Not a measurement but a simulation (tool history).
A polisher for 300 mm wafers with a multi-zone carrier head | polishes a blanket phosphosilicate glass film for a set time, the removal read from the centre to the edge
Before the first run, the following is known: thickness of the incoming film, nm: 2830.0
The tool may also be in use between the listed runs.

run	hour	flow of slurry (ml/min)	pressure of the head's centre zone	pressure of the head's middle zone	pressure of the head's edge zone	abrasive content of the slurry	polishing time (s)	film removed at the wafer's centre (angstrom)	film removed at mid-radius (angstrom)	film removed at the wafer's edge (angstrom)
1	0	250	1	1	1	1	70	6841.2	6646	6967.3
2	1.7	255	1.02	1	1.03	1.1	70	7192.4	7060.1	7356.3
3	8.6	255	1.02	0.92	1.03	1.1	70	7238.9	6605.3	7304.4
4	15	260	1.04	0.92	1.06	1.2	70	7627.9	6909.4	7792.3
5	18.5	270	1.07	0.93	1.08	1.25	70	8178.3	7182.1	7890.4
6	25	245	1.07	0.93	1.08	1.25	70	7860.9	6926.3	7837.9
7	33	245	1.07	0.93	1.08	1.25	70	7950.6	7070.5	7769.3
8	33.9	265	1.07	0.93	1.1	1.3	70	8208	7238.4	7996.1
9	35.4	265	1.07	0.93	1.1	1.3	70	8089.6	7126	8112.2
10	38.2	280	1.08	0.94	1.11	1.35	70	8365.2	7439.5	8259.2
11	38.9	260	1.11	0.95	1.17	1.5	75	9634.2	8178.8	9368.8

Run 12, settings as shown, results not yet in. Your forecast:
12	42.6	265	1.11	0.95	1.17	1.5	75	?	?	?

film removed at the wafer's centre (angstrom): 9492.9
film removed at mid-radius (angstrom): 8126.5
film removed at the wafer's edge (angstrom): 9511
